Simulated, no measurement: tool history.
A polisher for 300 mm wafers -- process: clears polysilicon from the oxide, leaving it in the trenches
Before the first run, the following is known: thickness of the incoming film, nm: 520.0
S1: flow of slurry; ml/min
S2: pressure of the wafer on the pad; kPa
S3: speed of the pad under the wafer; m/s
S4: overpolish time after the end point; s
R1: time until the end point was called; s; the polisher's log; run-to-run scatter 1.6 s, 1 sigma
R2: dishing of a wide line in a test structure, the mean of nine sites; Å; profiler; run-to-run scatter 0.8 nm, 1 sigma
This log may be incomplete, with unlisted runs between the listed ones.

run  hour   S1    S2    S3  S4      R1      R2
  1     0  190  23.4     1  10   35.83  546.39
  2   8.9  190    20     1  10  42.152   554.5
  3  16.7  190  17.9  0.92   9  49.779  504.12
  4  18.3  190  17.9  0.92   6   49.47   423.5
  5  21.3  190  13.1  0.92   6  65.724  351.71
  6  28.4  225  13.1  0.92   6  65.305  352.74
  7  36.9  220  13.1  0.86   8  68.482  398.22
  8  41.3  220  12.4  0.82   9  71.872  429.65

Estimate the outcome of run 9 from the log above:
  9  42.8  220  11.7  0.78  10   ?   ?

R1: 81.406 s
R2: 428.16 Å
